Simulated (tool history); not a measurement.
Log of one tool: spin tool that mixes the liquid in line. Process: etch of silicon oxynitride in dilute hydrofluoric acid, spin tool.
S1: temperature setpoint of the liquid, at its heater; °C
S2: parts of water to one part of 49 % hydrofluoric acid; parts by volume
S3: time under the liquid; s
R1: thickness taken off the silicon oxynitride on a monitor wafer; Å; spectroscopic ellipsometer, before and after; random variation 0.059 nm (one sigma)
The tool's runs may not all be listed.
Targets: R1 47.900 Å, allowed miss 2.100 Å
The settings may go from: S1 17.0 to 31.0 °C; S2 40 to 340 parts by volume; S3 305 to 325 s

run,hour,S1,S2,S3,R1
1,0.0,23.0,190,305,33.188
2,8.2,23.0,240,305,24.734
3,9.6,23.0,240,305,25.033
4,14.2,25.0,240,305,27.829
5,19.0,25.0,210,305,31.749
6,24.9,27.5,210,305,35.592
7,32.4,28.5,200,305,39.943
8,37.6,28.5,200,305,39.447
9,45.5,29.0,195,305,40.869
10,47.6,29.5,190,305,43.804
11,49.8,29.5,190,305,43.249
12,58.1,30.0,190,305,44.952

4 next moves are on the table. One of them brings every result within its allowed miss. Which?
A,66.4,23.5,140,315,?
B,66.4,29.5,170,325,?
C,66.4,29.0,190,310,?
D,66.4,30.0,175,325,?

move,R1
A,48.796
B,52.824
C,43.340
D,52.182
A: meets every target
B: takes the result that was furthest off past its target
C: further off than the last run
D: takes the result that was furthest off past its target
Move A is the one to make.
